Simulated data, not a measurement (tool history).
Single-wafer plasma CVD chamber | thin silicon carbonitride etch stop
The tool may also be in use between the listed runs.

run,day,RF power (kW),deposition time (s),mean film thickness on the monitor wafer (Å)
1,0.000,0.165,10.4,58.851
2,0.254,0.165,11.2,63.950
3,0.517,0.145,11.2,61.938
4,0.696,0.140,10.9,60.238
5,0.883,0.140,10.6,58.232
6,1.129,0.125,10.6,57.393

Expected results for the next run?
7,1.212,0.125,10.4,?

{"run 7": {"mean film thickness on the monitor wafer (Å)": 56.215}}
